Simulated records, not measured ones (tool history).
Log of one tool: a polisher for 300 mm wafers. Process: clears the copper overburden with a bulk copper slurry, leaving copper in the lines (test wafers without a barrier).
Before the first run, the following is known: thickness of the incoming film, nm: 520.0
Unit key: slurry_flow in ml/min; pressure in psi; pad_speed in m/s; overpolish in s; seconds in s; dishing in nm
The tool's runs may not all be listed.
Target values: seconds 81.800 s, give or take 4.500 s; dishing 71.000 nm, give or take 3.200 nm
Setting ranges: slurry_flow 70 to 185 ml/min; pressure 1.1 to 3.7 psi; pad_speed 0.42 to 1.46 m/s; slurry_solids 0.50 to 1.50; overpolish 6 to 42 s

| run | day | slurry_flow | pressure | pad_speed | slurry_solids | overpolish | seconds | dishing |
|---|---|---|---|---|---|---|---|---|
| 1 | 0.000 | 120 | 2.4 | 0.94 | 1.00 | 21 | 83.612 | 57.034 |
| 2 | 0.212 | 120 | 2.4 | 0.94 | 1.00 | 23 | 83.830 | 60.873 |
| 3 | 0.538 | 120 | 2.4 | 1.06 | 1.00 | 23 | 73.974 | 64.024 |
| 4 | 0.783 | 120 | 2.4 | 1.04 | 1.00 | 25 | 73.838 | 64.617 |
| 5 | 0.817 | 120 | 2.4 | 0.86 | 1.00 | 25 | 87.318 | 59.551 |
| 6 | 0.950 | 120 | 2.4 | 0.86 | 1.00 | 16 | 89.859 | 46.679 |
| 7 | 1.050 | 105 | 2.7 | 0.82 | 1.00 | 26 | 88.394 | 64.001 |
| 8 | 1.375 | 110 | 2.7 | 0.82 | 1.00 | 27 | 88.397 | 65.160 |
| 9 | 1.533 | 115 | 2.8 | 0.82 | 1.00 | 27 | 82.659 | 67.763 |

Next run, 4 choices. One meets every target within its allowed miss, the rest don't. Which?
| A | 1.692 | 130 | 2.5 | 0.78 | 1.05 | 35 | ? | ? |
| B | 1.692 | 85 | 2.5 | 0.94 | 1.00 | 42 | ? | ? |
| C | 1.692 | 105 | 3.0 | 0.70 | 1.05 | 32 | ? | ? |
| D | 1.692 | 105 | 3.5 | 0.70 | 0.90 | 28 | ? | ? |

| move | seconds | dishing |
|---|---|---|
| A | 90.329 | 70.447 |
| B | 85.204 | 76.595 |
| C | 89.641 | 69.885 |
| D | 79.493 | 70.842 |
A: the furthest-off result lands on target, but another misses its tolerance
B: the result that was furthest off in the last run now lies on the other side of its target
C: the furthest-off result lands on target, but another misses its tolerance
D: hits every target within its allowed miss
Go with D: it meets all targets.
